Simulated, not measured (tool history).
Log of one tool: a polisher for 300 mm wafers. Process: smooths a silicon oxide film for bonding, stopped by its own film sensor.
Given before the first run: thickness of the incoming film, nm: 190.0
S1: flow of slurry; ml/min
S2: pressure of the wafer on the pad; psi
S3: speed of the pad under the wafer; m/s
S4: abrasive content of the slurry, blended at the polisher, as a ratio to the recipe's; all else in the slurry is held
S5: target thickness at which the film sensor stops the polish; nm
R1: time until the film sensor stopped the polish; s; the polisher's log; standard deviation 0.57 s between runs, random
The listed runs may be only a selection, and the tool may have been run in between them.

Run 1, hour 0.0: S1 150 ml/min, S2 2.0 psi, S3 1.02 m/s, S4 1.0, S5 137 nm. Result: R1 63.019 s.
Run 2, hour 0.6: S1 150 ml/min, S2 2.0 psi, S3 0.76 m/s, S4 1.0, S5 137 nm. Result: R1 79.789 s.
Run 3, hour 4.2: S1 150 ml/min, S2 2.2 psi, S3 0.76 m/s, S4 1.0, S5 137 nm. Result: R1 71.621 s.
Run 4, hour 6.6: S1 150 ml/min, S2 2.0 psi, S3 0.76 m/s, S4 1.0, S5 137 nm. Result: R1 80.361 s.
Run 5, hour 10.2: S1 150 ml/min, S2 2.2 psi, S3 0.76 m/s, S4 1.0, S5 137 nm. Result: R1 74.257 s.
Run 6, hour 12.8: S1 150 ml/min, S2 2.4 psi, S3 0.78 m/s, S4 1.0, S5 137 nm. Result: R1 65.289 s.
Run 7, hour 13.4: S1 150 ml/min, S2 2.5 psi, S3 0.78 m/s, S4 1.0, S5 137 nm. Result: R1 62.498 s.
Run 8, hour 16.9: S1 150 ml/min, S2 2.5 psi, S3 0.78 m/s, S4 1.0, S5 137 nm. Result: R1 64.626 s.

What does the tool deliver on the next run?
Run 9, hour 23.0: S1 150 ml/min, S2 2.6 psi, S3 0.80 m/s, S4 1.0, S5 137 nm. Result: R1 ?.

{"run 9": {"R1": 60.066}}
